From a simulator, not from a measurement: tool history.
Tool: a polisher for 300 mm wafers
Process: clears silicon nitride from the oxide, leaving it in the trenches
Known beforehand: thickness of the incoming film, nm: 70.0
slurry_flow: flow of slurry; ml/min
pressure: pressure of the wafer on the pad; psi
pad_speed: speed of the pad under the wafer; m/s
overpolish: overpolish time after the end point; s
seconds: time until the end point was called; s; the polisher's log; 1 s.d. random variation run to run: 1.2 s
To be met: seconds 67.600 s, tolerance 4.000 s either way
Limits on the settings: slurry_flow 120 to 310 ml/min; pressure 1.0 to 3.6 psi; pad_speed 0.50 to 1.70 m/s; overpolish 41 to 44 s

run	hour	slurry_flow	pressure	pad_speed	overpolish	seconds
1	0.0	200	2.3	1.10	41	98.890
2	1.0	200	2.6	1.12	41	86.817
3	2.0	200	2.8	1.14	41	77.125
4	4.7	200	2.8	1.02	41	86.029
5	7.5	200	2.8	0.78	41	108.080
6	14.9	200	3.1	0.82	41	95.025
7	16.9	200	3.3	0.88	41	80.726
8	21.0	200	3.4	0.90	41	78.243

Exactly one of the 4 candidate moves below puts every result within its allowed miss. Which one?
A	25.1	230	2.9	0.86	44	?
B	25.1	240	3.6	0.82	44	?
C	25.1	235	3.3	1.12	44	?
D	25.1	185	3.0	0.82	42	?

move	seconds
A	95.007
B	79.720
C	66.487
D	97.934
A: its largest miss is bigger than the last run's
B: its largest miss is bigger than the last run's
C: each result inside its tolerance
D: its largest miss is bigger than the last run's
The move that meets every target is C.

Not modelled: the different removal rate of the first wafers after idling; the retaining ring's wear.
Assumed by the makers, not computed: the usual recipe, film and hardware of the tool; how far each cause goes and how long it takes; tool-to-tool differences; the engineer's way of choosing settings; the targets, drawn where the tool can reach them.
